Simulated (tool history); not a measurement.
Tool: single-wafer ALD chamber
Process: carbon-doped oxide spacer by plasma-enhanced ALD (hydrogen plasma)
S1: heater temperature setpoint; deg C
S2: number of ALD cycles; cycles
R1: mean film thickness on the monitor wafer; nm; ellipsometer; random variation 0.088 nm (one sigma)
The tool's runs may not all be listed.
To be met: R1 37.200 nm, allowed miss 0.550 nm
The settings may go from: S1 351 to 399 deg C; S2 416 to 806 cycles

{"run": 1, "hour": 0.0, "S1": 375, "S2": 611, "R1": 30.663}
{"run": 2, "hour": 4.2, "S1": 375, "S2": 692, "R1": 34.674}
{"run": 3, "hour": 13.3, "S1": 375, "S2": 698, "R1": 34.979}
{"run": 4, "hour": 16.0, "S1": 375, "S2": 639, "R1": 32.119}
{"run": 5, "hour": 18.4, "S1": 375, "S2": 715, "R1": 35.922}
{"run": 6, "hour": 27.4, "S1": 375, "S2": 718, "R1": 36.103}
{"run": 7, "hour": 37.4, "S1": 375, "S2": 721, "R1": 36.173}
{"run": 8, "hour": 41.1, "S1": 375, "S2": 724, "R1": 36.331}
{"run": 9, "hour": 44.3, "S1": 375, "S2": 726, "R1": 36.515}
{"run": 10, "hour": 52.0, "S1": 375, "S2": 726, "R1": 36.401}
{"run": 11, "hour": 61.9, "S1": 375, "S2": 728, "R1": 36.588}

4 next moves are on the table. One of them brings every result within its allowed miss. Which?
{"run": "A", "hour": 71.8, "S1": 397, "S2": 775, "R1": "?"}
{"run": "B", "hour": 71.8, "S1": 371, "S2": 766, "R1": "?"}
{"run": "C", "hour": 71.8, "S1": 374, "S2": 775, "R1": "?"}
{"run": "D", "hour": 71.8, "S1": 376, "S2": 738, "R1": "?"}

move=A R1=38.895
move=B R1=38.453
move=C R1=38.904
move=D R1=37.047
A: takes the result that was furthest off past its target
B: takes the result that was furthest off past its target
C: takes the result that was furthest off past its target
D: meets every target
Move D is the one to make.
